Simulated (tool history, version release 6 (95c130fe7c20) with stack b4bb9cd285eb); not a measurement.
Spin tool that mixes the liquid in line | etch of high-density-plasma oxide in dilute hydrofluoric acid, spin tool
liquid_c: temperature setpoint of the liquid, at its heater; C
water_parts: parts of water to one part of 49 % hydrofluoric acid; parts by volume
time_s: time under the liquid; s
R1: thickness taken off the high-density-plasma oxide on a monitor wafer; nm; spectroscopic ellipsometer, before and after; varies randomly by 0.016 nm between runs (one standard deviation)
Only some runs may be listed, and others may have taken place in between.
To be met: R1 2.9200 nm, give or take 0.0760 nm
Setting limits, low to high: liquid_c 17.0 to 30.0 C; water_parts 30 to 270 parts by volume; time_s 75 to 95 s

run 1 hour=0.0 | liquid_c=22.0 water_parts=150 time_s=95 | R1=3.3201
run 2 hour=1.4 | liquid_c=22.0 water_parts=115 time_s=95 | R1=4.4813
run 3 hour=7.5 | liquid_c=19.5 water_parts=115 time_s=95 | R1=4.0340
run 4 hour=15.4 | liquid_c=19.5 water_parts=95 time_s=95 | R1=5.0239
run 5 hour=19.0 | liquid_c=19.5 water_parts=55 time_s=95 | R1=9.1368
run 6 hour=26.0 | liquid_c=19.0 water_parts=70 time_s=95 | R1=6.8862
run 7 hour=31.0 | liquid_c=19.0 water_parts=70 time_s=95 | R1=6.8771
run 8 hour=37.0 | liquid_c=17.0 water_parts=130 time_s=95 | R1=3.2229
run 9 hour=41.9 | liquid_c=17.0 water_parts=135 time_s=95 | R1=3.0405

5 next moves are on the table. One of them brings every result within its allowed miss. Which?
run A hour=46.8 | liquid_c=17.0 water_parts=120 time_s=75 | R1=?
run B hour=46.8 | liquid_c=18.5 water_parts=130 time_s=75 | R1=?
run C hour=46.8 | liquid_c=17.0 water_parts=135 time_s=90 | R1=?
run D hour=46.8 | liquid_c=19.0 water_parts=145 time_s=85 | R1=?
run E hour=46.8 | liquid_c=17.0 water_parts=135 time_s=85 | R1=?

move=A R1=2.7713
move=B R1=2.6962
move=C R1=2.9131
move=D R1=2.7546
move=E R1=2.7513
A: pushes the last run's worst result past its target
B: pushes the last run's worst result past its target
C: all results in spec
D: pushes the last run's worst result past its target
E: pushes the last run's worst result past its target
Move C is the one to make.
